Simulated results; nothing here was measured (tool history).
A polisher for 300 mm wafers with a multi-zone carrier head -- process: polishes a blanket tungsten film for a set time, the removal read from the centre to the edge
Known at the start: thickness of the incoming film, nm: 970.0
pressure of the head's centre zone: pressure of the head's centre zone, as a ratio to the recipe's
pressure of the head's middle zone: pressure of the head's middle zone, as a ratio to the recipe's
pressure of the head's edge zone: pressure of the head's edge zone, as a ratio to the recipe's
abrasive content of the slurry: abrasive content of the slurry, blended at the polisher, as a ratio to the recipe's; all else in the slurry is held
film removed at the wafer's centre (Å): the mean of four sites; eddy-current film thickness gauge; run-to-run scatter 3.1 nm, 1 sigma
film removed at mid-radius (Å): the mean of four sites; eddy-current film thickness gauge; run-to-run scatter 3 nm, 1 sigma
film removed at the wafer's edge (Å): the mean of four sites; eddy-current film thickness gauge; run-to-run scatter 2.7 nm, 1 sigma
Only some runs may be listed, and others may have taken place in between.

| run | day | flow of slurry (ml/min) | pressure of the head's centre zone | pressure of the head's middle zone | pressure of the head's edge zone | abrasive content of the slurry | polishing time (s) | film removed at the wafer's centre (Å) | film removed at mid-radius (Å) | film removed at the wafer's edge (Å) |
|---|---|---|---|---|---|---|---|---|---|---|
| 1 | 0 | 305 | 1 | 1 | 1 | 1 | 83 | 2894.1 | 3123.1 | 2928.9 |
| 2 | 0.371 | 250 | 1 | 1 | 1 | 1 | 83 | 2760.2 | 3005.5 | 2928.9 |
| 3 | 0.45 | 275 | 1 | 1 | 1 | 1 | 83 | 2754.2 | 3007.6 | 2963.4 |
| 4 | 0.8 | 280 | 1.01 | 0.98 | 0.97 | 0.95 | 82 | 2758 | 2922.1 | 2833.2 |
| 5 | 1.008 | 280 | 1.02 | 0.97 | 0.95 | 0.9 | 82 | 2744.9 | 2830.8 | 2808.7 |
| 6 | 1.379 | 290 | 1.03 | 0.97 | 0.93 | 0.85 | 81 | 2764.8 | 2849.7 | 2751.3 |
| 7 | 1.717 | 290 | 1.04 | 0.96 | 0.92 | 0.8 | 80 | 2701.2 | 2724.2 | 2647.9 |
| 8 | 1.825 | 290 | 1.04 | 0.96 | 0.91 | 0.8 | 80 | 2726.1 | 2687.1 | 2621.4 |
|  | 2.083 | centre zone pressure recalibrated |
| 9 | 2.083 | 290 | 1.04 | 0.96 | 0.9 | 0.8 | 80 | 2885 | 2770.4 | 2683.7 |
| 10 | 2.204 | 290 | 1.04 | 0.96 | 0.9 | 0.8 | 80 | 2927.8 | 2705.9 | 2617.2 |
| 11 | 2.288 | 285 | 1.03 | 0.96 | 0.9 | 0.8 | 80 | 2907.8 | 2701.2 | 2626.8 |
| 12 | 2.579 | 285 | 1.03 | 0.96 | 0.91 | 0.75 | 80 | 2847.6 | 2669.6 | 2565.7 |
| 13 | 2.892 | 285 | 1.03 | 0.96 | 0.92 | 0.75 | 80 | 2911 | 2711.3 | 2632.4 |

Run 14 is up next; what results do you expect?
| 14 | 3.146 | 285 | 1.03 | 0.96 | 0.91 | 0.8 | 79 | ? | ? | ? |

For run 14 the tool returned film removed at the wafer's centre (Å) 2787.1, film removed at mid-radius (Å) 2696.7, film removed at the wafer's edge (Å) 2654.8.
